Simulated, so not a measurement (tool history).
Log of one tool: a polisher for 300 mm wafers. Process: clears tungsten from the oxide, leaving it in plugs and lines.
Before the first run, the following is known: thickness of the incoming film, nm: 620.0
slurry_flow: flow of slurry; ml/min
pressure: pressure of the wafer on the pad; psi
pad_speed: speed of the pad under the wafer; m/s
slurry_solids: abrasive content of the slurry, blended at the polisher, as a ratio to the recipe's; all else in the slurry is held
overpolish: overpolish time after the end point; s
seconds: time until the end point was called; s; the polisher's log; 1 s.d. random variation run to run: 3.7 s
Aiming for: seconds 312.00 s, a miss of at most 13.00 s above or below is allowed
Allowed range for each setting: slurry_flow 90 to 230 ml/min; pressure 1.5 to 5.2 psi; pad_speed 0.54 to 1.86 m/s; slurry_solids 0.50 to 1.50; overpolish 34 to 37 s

run,hour,slurry_flow,pressure,pad_speed,slurry_solids,overpolish,seconds
1,0.0,150,3.3,1.18,1.00,34,128.67
2,7.4,150,3.3,0.88,1.00,34,169.60
3,9.9,150,3.0,0.86,1.00,34,193.40
4,18.9,150,3.0,0.86,1.15,34,181.90
5,26.5,150,3.0,0.86,1.15,34,180.77
6,35.1,150,2.7,0.86,1.15,34,199.05
7,38.8,150,2.5,0.84,1.15,34,220.54
8,45.0,150,2.3,0.84,1.15,34,238.96
# hour 53.4: slurry nozzle cleaned
9,53.4,150,2.2,0.84,1.15,34,245.03

Which of these 4 next moves meets every target?
A,61.8,125,2.2,0.60,1.00,37,?
B,61.8,150,2.5,0.80,1.20,37,?
C,61.8,165,1.7,0.80,1.20,37,?
D,61.8,155,3.1,0.86,1.05,34,?

move,seconds
A,356.16
B,221.83
C,311.89
D,175.47
A: moves the result that the last run missed by most past its target, out the other side
B: the biggest miss grows against the last run
C: each result inside its tolerance
D: the biggest miss grows against the last run
C meets every target.
